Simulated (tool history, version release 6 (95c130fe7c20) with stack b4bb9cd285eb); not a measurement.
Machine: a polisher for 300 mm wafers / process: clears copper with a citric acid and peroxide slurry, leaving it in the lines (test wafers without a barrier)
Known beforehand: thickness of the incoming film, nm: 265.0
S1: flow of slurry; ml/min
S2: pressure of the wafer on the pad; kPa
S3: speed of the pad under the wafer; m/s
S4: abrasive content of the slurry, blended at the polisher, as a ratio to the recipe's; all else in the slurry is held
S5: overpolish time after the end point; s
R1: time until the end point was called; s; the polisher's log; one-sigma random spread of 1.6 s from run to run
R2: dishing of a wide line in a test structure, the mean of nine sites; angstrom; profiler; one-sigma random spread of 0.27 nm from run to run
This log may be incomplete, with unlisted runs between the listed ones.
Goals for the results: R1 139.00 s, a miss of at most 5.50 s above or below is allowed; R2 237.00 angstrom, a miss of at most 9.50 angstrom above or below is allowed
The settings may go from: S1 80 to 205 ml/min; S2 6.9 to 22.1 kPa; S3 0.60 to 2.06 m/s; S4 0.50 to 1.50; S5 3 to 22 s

run,hour,S1,S2,S3,S4,S5,R1,R2
1,0.0,135,14.5,1.32,1.00,11,114.16,194.04
2,1.5,135,14.5,1.32,1.00,14,111.32,238.33
3,3.3,135,11.0,1.32,1.00,14,136.28,195.07
4,6.2,115,11.0,1.32,1.00,14,143.13,190.26
5,13.6,110,11.7,1.32,1.00,16,141.34,221.65
6,19.7,110,13.1,1.32,1.00,16,127.60,240.69
7,27.9,105,13.1,1.32,1.00,16,129.22,237.04
8,30.5,100,13.1,1.32,1.00,16,131.81,231.14

Of the 5 settings listed for the next run, only one would bring every result within its allowed miss of target. Which one?
A,33.1,165,14.5,1.00,1.00,19,?,?
B,33.1,80,10.3,1.54,0.75,17,?,?
C,33.1,110,12.4,1.28,0.95,17,?,?
D,33.1,105,11.0,1.30,1.05,19,?,?
E,33.1,110,11.7,1.26,1.05,16,?,?

move,R1,R2
A,136.14,263.15
B,154.77,210.42
C,137.84,234.73
D,147.99,241.26
E,143.31,214.87
A: the worst result of the last run now meets its target, but another is out of spec
B: carries the result that was furthest off beyond its target, to the other side
C: meets every target
D: carries the result that was furthest off beyond its target, to the other side
E: the worst result of the last run now meets its target, but another is out of spec
The right move is C.
